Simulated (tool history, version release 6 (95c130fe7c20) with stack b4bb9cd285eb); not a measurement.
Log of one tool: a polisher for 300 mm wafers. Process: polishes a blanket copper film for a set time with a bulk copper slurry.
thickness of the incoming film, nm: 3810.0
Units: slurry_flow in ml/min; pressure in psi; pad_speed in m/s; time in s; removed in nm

run  hour  slurry_flow  pressure  pad_speed  slurry_solids  time  removed
  1   0.0          285       3.1       0.84            1.0    80   723.31
  2   4.0          220       3.1       0.84            1.0    80   700.54
  3   9.5          220       3.1       0.74            1.0    80   650.56
  4  10.6          220       3.1       0.74            1.0    80   644.81
  5  16.4          220       3.2       0.74            1.0    80   663.59
  6  22.9          220       3.2       0.86            1.0    80   747.33

The next listed run, before its measurement:
  7  25.2          220       3.3       0.86            1.0    80        ?

Run 7 gave removed 757.15 nm.

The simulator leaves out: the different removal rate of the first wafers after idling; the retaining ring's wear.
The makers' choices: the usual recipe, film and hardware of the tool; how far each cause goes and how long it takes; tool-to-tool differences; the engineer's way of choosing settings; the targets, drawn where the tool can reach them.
